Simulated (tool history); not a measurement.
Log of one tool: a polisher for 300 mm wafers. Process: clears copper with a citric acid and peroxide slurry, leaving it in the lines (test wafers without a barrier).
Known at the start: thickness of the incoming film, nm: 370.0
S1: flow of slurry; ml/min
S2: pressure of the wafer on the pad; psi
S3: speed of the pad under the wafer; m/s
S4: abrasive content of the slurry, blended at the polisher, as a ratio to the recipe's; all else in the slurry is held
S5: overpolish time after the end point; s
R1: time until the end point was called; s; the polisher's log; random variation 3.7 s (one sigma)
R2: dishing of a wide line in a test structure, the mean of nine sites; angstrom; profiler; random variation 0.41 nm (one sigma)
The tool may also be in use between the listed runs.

{"run": 1, "day": 0.0, "S1": 255, "S2": 2.5, "S3": 1.42, "S4": 1, "S5": 20, "R1": 153.03, "R2": 369.34}
{"run": 2, "day": 0.046, "S1": 255, "S2": 2.3, "S3": 1.42, "S4": 1, "S5": 20, "R1": 164.11, "R2": 332.48}
{"run": 3, "day": 0.354, "S1": 255, "S2": 2.3, "S3": 1.42, "S4": 1.15, "S5": 20, "R1": 156.65, "R2": 344.67}
{"run": 4, "day": 0.642, "S1": 255, "S2": 2.3, "S3": 1.42, "S4": 1.35, "S5": 20, "R1": 161.28, "R2": 347.96}
{"run": 5, "day": 0.75, "S1": 255, "S2": 2.3, "S3": 1.24, "S4": 1.35, "S5": 20, "R1": 180.72, "R2": 318.61}
{"run": 6, "day": 0.871, "S1": 255, "S2": 2.2, "S3": 1.24, "S4": 1.35, "S5": 20, "R1": 189.75, "R2": 301.75}

Run 7 comes next. What will it give?
{"run": 7, "day": 1.038, "S1": 255, "S2": 2.1, "S3": 1.24, "S4": 1.35, "S5": 20, "R1": "?", "R2": "?"}

R1: 192.86 s
R2: 290.6 angstrom
